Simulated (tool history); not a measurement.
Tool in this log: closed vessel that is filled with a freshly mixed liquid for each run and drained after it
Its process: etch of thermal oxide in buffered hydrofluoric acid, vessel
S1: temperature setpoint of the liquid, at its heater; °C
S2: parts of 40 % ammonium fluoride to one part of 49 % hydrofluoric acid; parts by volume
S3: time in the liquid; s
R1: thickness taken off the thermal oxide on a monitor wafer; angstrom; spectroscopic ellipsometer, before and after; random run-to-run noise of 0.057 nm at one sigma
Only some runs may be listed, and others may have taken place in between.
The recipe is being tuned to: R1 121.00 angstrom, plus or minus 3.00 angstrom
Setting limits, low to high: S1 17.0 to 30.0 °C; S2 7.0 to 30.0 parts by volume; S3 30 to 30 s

run,hour,S1,S2,S3,R1
1,0.0,22.0,20.0,30,156.63
2,2.9,25.0,20.0,30,185.71
3,6.8,27.5,20.0,30,211.01
4,14.5,25.5,20.0,30,190.59
5,17.6,24.0,20.0,30,175.34
6,20.5,24.0,20.0,30,175.27
7,25.4,20.0,20.5,30,139.06
8,33.3,19.5,20.5,30,135.19
9,41.4,19.0,20.5,30,130.02

Next run, 4 choices. One meets every target within its allowed miss, the rest don't. Which?
A,49.5,18.0,23.0,30,?
B,49.5,19.5,22.0,30,?
C,49.5,18.0,21.0,30,?
D,49.5,17.0,18.5,30,?

move,R1
A,113.81
B,127.77
C,121.19
D,127.88
A: carries the result that was furthest off beyond its target, to the other side
B: closer than the last run, but not yet in spec
C: meets every target
D: closer than the last run, but not yet in spec
Correct choice: C, which meets every target
